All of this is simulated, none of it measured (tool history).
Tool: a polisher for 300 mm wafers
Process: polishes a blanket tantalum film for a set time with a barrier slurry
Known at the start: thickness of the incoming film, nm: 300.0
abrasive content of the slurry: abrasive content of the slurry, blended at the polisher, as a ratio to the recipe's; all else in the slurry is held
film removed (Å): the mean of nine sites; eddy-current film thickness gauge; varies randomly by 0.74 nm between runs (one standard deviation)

run,day,flow of slurry (ml/min),pressure of the wafer on the pad (psi),speed of the pad under the wafer (m/s),abrasive content of the slurry,polishing time (s),film removed (Å)
1,0,250,1.9,0.92,1,31,500.43
2,0.317,195,1.9,0.92,1,31,497.1
3,0.667,195,2.1,0.92,1,31,549.3
4,0.917,195,2.3,0.92,1,31,593.15
5,1.275,195,2,0.92,1,31,525.88
6,1.467,195,2.2,0.94,1,31,584.19

Run 7 is up next; what results do you expect?
7,1.638,195,2.3,0.96,1,31,?

{"run 7": {"film removed (Å)": 614.23}}

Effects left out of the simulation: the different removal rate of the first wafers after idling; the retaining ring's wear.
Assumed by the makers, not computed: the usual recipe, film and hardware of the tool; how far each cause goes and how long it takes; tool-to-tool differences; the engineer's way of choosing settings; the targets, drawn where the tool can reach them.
